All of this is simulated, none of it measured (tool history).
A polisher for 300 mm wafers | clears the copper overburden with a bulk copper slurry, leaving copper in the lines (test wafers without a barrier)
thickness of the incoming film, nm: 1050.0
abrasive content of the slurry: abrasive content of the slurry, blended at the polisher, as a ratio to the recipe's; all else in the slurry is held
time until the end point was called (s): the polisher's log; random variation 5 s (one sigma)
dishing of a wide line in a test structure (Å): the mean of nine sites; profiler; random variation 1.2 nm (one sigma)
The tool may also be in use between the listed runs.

| run | day | flow of slurry (ml/min) | pressure of the wafer on the pad (psi) | speed of the pad under the wafer (cm/s) | abrasive content of the slurry | overpolish time after the end point (s) | time until the end point was called (s) | dishing of a wide line in a test structure (Å) |
|---|---|---|---|---|---|---|---|---|
| 1 | 0 | 270 | 2.3 | 130 | 1 | 25 | 143.55 | 1072.2 |
| 2 | 0.2 | 270 | 2.2 | 130 | 1 | 25 | 141.04 | 1034.7 |
| 3 | 0.346 | 270 | 2.2 | 130 | 1.1 | 25 | 138.01 | 1054.7 |
| 4 | 0.383 | 270 | 2.2 | 130 | 1.1 | 32 | 135.54 | 1200.1 |
| 5 | 0.658 | 270 | 2.2 | 130 | 0.95 | 32 | 143.05 | 1217.9 |
| 6 | 0.762 | 230 | 2.2 | 130 | 0.95 | 32 | 145.86 | 1178.2 |
| 7 | 1.125 | 225 | 1.6 | 116 | 0.95 | 25 | 192.71 | 797.06 |

The next listed run, before its measurement:
| 8 | 1.362 | 225 | 1.5 | 114 | 0.95 | 25 | ? | ? |

{"run 8": {"time until the end point was called (s)": 199.38, "dishing of a wide line in a test structure (Å)": 765.52}}
